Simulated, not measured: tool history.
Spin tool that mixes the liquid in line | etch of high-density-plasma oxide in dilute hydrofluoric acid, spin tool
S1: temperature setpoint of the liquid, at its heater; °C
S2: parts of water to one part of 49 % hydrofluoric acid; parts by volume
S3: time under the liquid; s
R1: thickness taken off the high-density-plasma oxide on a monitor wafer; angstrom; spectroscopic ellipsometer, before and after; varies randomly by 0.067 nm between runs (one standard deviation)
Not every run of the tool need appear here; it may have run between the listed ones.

run	hour	S1	S2	S3	R1
1	0.0	21.0	180	290	71.705
2	0.8	21.0	245	290	50.705
3	7.8	21.0	245	310	53.436
4	8.6	21.0	245	290	50.253
5	15.4	21.0	265	290	44.950
6	24.0	21.0	200	290	64.403
7	25.1	22.5	200	290	68.455

Run 8 comes next. What will it give?
8	26.4	23.5	200	290	?

{"run 8": {"R1": 71.836}}
